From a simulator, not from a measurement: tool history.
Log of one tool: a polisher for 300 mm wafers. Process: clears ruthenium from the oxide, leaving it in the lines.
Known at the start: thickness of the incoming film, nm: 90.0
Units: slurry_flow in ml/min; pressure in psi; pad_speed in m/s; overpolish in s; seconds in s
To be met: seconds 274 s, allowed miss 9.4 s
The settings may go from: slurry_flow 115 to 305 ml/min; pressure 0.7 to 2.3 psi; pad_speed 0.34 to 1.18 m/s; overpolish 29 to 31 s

run	hour	slurry_flow	pressure	pad_speed	overpolish	seconds
1	0	195	1.5	0.76	29	175.34
2	8.2	195	1.5	0.6	29	220.09
3	11.8	165	1.5	0.6	29	221.27
4	18.1	165	1.4	0.6	29	239.03
5	22	165	1.4	0.6	29	245.11
6	29.4	165	1.4	0.44	29	324.09
7	33.3	165	1.5	0.44	29	301.03
8	39.5	165	1.6	0.44	29	286.87

Which of these 4 next moves meets every target?
A	45.7	125	1.3	0.58	30	?
B	45.7	160	1.5	0.44	29	?
C	45.7	120	1.8	0.46	31	?
D	45.7	190	1.6	0.42	31	?

move	seconds
A	275.59
B	302.6
C	252.25
D	291.15
A: meets every target
B: further off than the last run
C: takes the result that was furthest off past its target
D: further off than the last run
Answer: A

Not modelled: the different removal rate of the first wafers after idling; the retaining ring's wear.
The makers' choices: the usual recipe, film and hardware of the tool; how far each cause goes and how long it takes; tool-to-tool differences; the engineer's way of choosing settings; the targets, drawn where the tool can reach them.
